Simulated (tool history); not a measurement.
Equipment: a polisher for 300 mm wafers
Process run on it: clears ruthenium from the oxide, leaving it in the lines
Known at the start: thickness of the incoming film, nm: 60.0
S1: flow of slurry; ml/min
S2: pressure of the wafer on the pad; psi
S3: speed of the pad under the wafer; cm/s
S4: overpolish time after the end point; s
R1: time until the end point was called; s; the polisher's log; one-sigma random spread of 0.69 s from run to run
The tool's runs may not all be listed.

run  hour   S1   S2  S3  S4      R1
  1     0  205  1.6  82   3  101.79
  2   0.8  205  1.6  70   3   116.1
  3   6.7  205  1.2  70   3  155.36
  4   7.4  170  1.2  70   3  156.97
  5  15.6  170  1.2  70   3     157
  6  22.6  170  1.4  70   3  135.04
  7  27.7  185  1.9  72   3  96.444
  8    34  190    2  72   3   91.64

Expected results for the next run?
  9  42.4  195  2.1  72   3   ?

R1: 89.14 s
